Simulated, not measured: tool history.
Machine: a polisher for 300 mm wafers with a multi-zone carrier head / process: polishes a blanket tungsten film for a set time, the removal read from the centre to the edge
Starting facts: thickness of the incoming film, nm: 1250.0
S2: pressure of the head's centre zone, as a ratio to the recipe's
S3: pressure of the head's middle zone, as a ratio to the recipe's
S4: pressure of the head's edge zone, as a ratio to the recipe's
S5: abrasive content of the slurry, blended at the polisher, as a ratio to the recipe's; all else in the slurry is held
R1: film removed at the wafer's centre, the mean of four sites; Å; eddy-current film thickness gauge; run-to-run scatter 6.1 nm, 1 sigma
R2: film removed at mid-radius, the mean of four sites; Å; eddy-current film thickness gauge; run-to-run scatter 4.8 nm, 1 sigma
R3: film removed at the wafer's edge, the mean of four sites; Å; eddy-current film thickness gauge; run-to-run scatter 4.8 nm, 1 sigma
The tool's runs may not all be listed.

run 1 hour=0.0 | flow_of_slurry_(ml/min)=130 S2=1.00 S3=1.00 S4=1.00 S5=1.00 polishing_time_(s)=51 | R1=3240.9 R2=3247.6 R3=3274.5
run 2 hour=3.8 | flow_of_slurry_(ml/min)=130 S2=1.00 S3=1.00 S4=1.00 S5=1.05 polishing_time_(s)=51 | R1=3440.8 R2=3316.7 R3=3359.5
run 3 hour=10.7 | flow_of_slurry_(ml/min)=135 S2=1.00 S3=1.01 S4=1.01 S5=1.10 polishing_time_(s)=51 | R1=3421.1 R2=3321.7 R3=3349.8
run 4 hour=13.9 | flow_of_slurry_(ml/min)=135 S2=1.00 S3=1.02 S4=1.02 S5=1.15 polishing_time_(s)=52 | R1=3462.8 R2=3435.0 R3=3614.5
run 5 hour=20.3 | flow_of_slurry_(ml/min)=140 S2=1.01 S3=1.03 S4=1.02 S5=1.20 polishing_time_(s)=52 | R1=3640.2 R2=3521.9 R3=3666.9
run 6 hour=23.1 | flow_of_slurry_(ml/min)=145 S2=1.01 S3=1.05 S4=1.02 S5=1.20 polishing_time_(s)=52 | R1=3665.1 R2=3638.8 R3=3609.6
run 7 hour=23.7 | flow_of_slurry_(ml/min)=145 S2=1.01 S3=1.06 S4=1.03 S5=1.25 polishing_time_(s)=52 | R1=3673.6 R2=3741.8 R3=3670.7
run 8 hour=26.7 | flow_of_slurry_(ml/min)=145 S2=1.01 S3=1.06 S4=1.04 S5=1.30 polishing_time_(s)=52 | R1=3707.6 R2=3735.5 R3=3767.1
run 9 hour=32.2 | flow_of_slurry_(ml/min)=150 S2=1.01 S3=1.07 S4=1.05 S5=1.30 polishing_time_(s)=52 | R1=3725.6 R2=3843.5 R3=3717.4

Expected results for the next run?
run 10 hour=37.5 | flow_of_slurry_(ml/min)=150 S2=1.01 S3=1.07 S4=1.05 S5=1.30 polishing_time_(s)=53 | R1=? R2=? R3=?

{"run 10": {"R1": 3829.6, "R2": 3857.8, "R3": 3749.8}}

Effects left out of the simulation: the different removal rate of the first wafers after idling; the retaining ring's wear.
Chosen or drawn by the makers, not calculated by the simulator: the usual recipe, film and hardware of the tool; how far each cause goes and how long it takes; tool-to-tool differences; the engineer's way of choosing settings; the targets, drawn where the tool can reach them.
